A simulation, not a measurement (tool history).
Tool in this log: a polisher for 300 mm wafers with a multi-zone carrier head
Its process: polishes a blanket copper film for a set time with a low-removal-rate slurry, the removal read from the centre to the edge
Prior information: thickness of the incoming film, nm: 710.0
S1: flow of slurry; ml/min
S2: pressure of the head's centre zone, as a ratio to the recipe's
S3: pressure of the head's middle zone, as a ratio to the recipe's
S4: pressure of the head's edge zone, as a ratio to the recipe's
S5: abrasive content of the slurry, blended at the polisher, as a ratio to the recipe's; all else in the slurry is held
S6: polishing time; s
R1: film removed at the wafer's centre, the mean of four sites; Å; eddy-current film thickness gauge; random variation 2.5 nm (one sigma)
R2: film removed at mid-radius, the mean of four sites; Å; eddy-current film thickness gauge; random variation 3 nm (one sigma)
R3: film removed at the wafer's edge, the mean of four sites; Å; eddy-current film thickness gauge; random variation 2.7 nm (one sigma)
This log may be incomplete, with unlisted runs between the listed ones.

Run 1, hour 0.0: S1 215 ml/min, S2 1.00, S3 1.00, S4 1.00, S5 1.00, S6 60 s. Result: R1 1943.2 Å, R2 1911.7 Å, R3 1990.7 Å.
Run 2, hour 5.6: S1 220 ml/min, S2 1.01, S3 1.02, S4 1.02, S5 1.05, S6 60 s. Result: R1 2024.0 Å, R2 1997.0 Å, R3 2016.6 Å.
Run 3, hour 8.8: S1 225 ml/min, S2 1.01, S3 1.02, S4 1.04, S5 1.10, S6 61 s. Result: R1 2024.9 Å, R2 2074.7 Å, R3 2079.6 Å.
Run 4, hour 13.4: S1 225 ml/min, S2 1.01, S3 0.98, S4 1.04, S5 1.10, S6 61 s. Result: R1 2040.1 Å, R2 1971.5 Å, R3 2083.9 Å.
Run 5, hour 22.1: S1 225 ml/min, S2 1.01, S3 0.98, S4 1.04, S5 1.10, S6 76 s. Result: R1 2560.0 Å, R2 2466.6 Å, R3 2642.9 Å.
Run 6, hour 28.3: S1 225 ml/min, S2 1.00, S3 0.99, S4 1.02, S5 1.05, S6 75 s. Result: R1 2456.9 Å, R2 2362.7 Å, R3 2459.5 Å.
Run 7, hour 31.4: S1 225 ml/min, S2 0.99, S3 0.99, S4 1.01, S5 1.05, S6 75 s. Result: R1 2473.2 Å, R2 2475.6 Å, R3 2556.6 Å.
Run 8, hour 38.9: S1 220 ml/min, S2 0.99, S3 1.00, S4 1.00, S5 1.00, S6 75 s. Result: R1 2429.1 Å, R2 2379.4 Å, R3 2427.9 Å.
Run 9, hour 43.4: S1 215 ml/min, S2 0.98, S3 1.00, S4 0.99, S5 1.00, S6 75 s. Result: R1 2411.4 Å, R2 2468.4 Å, R3 2469.9 Å.

Estimate the outcome of run 10 from the log above:
Run 10, hour 50.6: S1 215 ml/min, S2 0.98, S3 1.00, S4 0.99, S5 0.95, S6 75 s. Result: R1 ?, R2 ?, R3 ?.

{"run 10": {"R1": 2374.0, "R2": 2370.6, "R3": 2384.8}}
